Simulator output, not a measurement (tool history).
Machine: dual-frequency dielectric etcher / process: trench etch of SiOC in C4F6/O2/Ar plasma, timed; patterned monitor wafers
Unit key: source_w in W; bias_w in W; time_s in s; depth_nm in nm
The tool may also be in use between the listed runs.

run,day,source_w,bias_w,time_s,depth_nm
1,0,320,189,20,36.981
2,0.329,320,165,20,36.463
3,0.4,350,165,20,37.016
4,0.583,350,165,20,37.24
5,0.704,350,165,20,36.632
6,0.942,400,165,20,39.005

Estimate the outcome of run 7 from the log above:
7,1.1,410,167,20,?

Logged for run 7: depth_nm 39.091 nm.

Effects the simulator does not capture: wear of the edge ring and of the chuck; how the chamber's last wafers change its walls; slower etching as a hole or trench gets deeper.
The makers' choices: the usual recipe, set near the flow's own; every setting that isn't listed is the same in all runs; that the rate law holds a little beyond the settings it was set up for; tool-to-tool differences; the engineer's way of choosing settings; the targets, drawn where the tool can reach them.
